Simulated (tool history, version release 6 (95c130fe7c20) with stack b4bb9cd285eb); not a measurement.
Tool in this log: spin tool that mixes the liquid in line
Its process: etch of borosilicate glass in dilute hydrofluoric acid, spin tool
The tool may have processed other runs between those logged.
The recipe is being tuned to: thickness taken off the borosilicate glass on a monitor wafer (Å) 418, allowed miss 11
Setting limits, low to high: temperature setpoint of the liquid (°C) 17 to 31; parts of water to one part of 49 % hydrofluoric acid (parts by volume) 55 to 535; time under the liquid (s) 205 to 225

run	hour	temperature setpoint of the liquid (°C)	parts of water to one part of 49 % hydrofluoric acid (parts by volume)	time under the liquid (s)	thickness taken off the borosilicate glass on a monitor wafer (Å)
1	0	23	295	205	181.89
2	3.6	25	265	205	224.83
3	12.1	25	265	205	223.96
4	19.9	25	265	225	247.21
5	28.2	25	265	205	223.86
6	28.9	26.5	240	205	265.23
7	35.2	30.5	160	205	512.53
8	38.5	26.5	160	205	446.1
9	43.2	26	160	205	433.97

Pick the move, out of 4, that brings all results within their allowed miss; only one does.
A	47.9	24	160	215	?
B	47.9	26	165	215	?
C	47.9	26.5	180	210	?
D	47.9	26	155	220	?

move	thickness taken off the borosilicate glass on a monitor wafer (Å)
A	425.67
B	442.37
C	396.41
D	487.59
A: every result lands within tolerance
B: misses by more than the last run did
C: takes the biggest miss from the last run beyond its target
D: misses by more than the last run did
A is the move that brings every result within its allowed miss.
